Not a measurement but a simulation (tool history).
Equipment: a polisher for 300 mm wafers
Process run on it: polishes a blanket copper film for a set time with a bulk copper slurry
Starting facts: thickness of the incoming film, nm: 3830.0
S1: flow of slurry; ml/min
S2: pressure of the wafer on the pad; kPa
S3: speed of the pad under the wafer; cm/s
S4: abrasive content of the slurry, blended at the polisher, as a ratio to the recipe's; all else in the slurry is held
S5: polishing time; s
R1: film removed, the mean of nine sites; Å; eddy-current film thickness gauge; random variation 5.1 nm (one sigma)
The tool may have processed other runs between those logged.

run	hour	S1	S2	S3	S4	S5	R1
1	0.0	125	14.5	132	1.0	34	3036.0
2	8.8	125	14.5	132	1.0	34	3002.7
3	10.4	100	14.5	132	1.0	34	2842.9
4	16.7	85	14.5	132	1.0	34	2773.1
5	22.9	85	14.5	132	1.0	30	2402.0
6	23.7	90	15.2	132	1.0	30	2558.2
7	27.8	95	15.9	132	1.0	30	2688.0
8	33.3	100	16.5	132	1.0	30	2842.4
9	37.0	125	20.7	136	1.0	30	3791.5
10	44.2	130	20.7	136	1.0	30	3834.9

Run 11 comes next. What will it give?
11	51.2	130	20.7	136	1.0	30	?

Logged for run 11: R1 3893.2 Å.
